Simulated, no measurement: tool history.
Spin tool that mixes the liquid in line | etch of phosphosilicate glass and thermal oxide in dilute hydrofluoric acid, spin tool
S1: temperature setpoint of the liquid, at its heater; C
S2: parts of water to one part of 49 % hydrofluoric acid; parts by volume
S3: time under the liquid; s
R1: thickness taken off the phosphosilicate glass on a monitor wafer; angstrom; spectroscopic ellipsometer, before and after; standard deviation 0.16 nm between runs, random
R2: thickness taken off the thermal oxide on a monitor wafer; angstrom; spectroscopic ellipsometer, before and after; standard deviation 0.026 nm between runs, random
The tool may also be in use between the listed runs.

run,day,S1,S2,S3,R1,R2
1,0,23,200,95,254.21,18.72
2,0.212,22,200,95,244.44,18.045
3,0.567,22,175,95,284.65,21.464
4,0.796,21.5,180,95,269.65,19.891
5,0.958,21.5,180,125,352.83,26.128
6,1.217,21,190,125,324.46,24.274
7,1.321,20.5,200,125,298.93,22.388
8,1.604,20.5,200,125,300.74,22.355
9,1.738,20,210,125,277.2,20.432
10,1.962,19.5,215,125,268.03,20.092
11,2.162,19,220,125,254.24,18.512
12,2.3,19,225,125,246.5,17.912

Expected results for the next run?
13,2.383,19,230,125,?,?

Logged for run 13: R1 236.42 angstrom, R2 18.318 angstrom.

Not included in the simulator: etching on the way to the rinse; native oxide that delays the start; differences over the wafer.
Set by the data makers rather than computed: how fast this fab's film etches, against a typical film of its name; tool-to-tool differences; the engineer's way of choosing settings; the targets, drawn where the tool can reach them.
